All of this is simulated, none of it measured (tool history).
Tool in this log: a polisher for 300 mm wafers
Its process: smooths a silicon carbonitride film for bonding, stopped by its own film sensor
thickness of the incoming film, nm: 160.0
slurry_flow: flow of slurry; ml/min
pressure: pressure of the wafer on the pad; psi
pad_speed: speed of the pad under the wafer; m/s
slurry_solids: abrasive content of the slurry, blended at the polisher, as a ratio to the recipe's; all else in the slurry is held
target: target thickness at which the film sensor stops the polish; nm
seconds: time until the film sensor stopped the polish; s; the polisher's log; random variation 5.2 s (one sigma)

run    day  slurry_flow  pressure  pad_speed  slurry_solids  target  seconds
  1  0.000          310       2.2       0.98           1.00     122   146.46
  2  0.238          280       2.2       0.98           1.00     122   146.51
  3  0.362          280       2.7       0.98           1.00     122   123.53
  4  0.512          280       2.7       1.14           1.00     122   111.05
  5  0.675          230       2.7       1.14           1.00     122   111.71
  6  1.012          230       2.4       1.00           0.95     122   138.21
  7  1.346          230       2.2       0.90           0.90     122   171.66
  8  1.508          230       1.6       0.66           0.85     122   283.50
  9  1.867          230       1.5       0.66           0.85     122   307.36
 10  2.092          230       1.4       0.66           0.85     122   318.18

Expected results for the next run?
 11  2.321          230       1.4       0.66           0.85     122        ?

seconds: 323.76 s
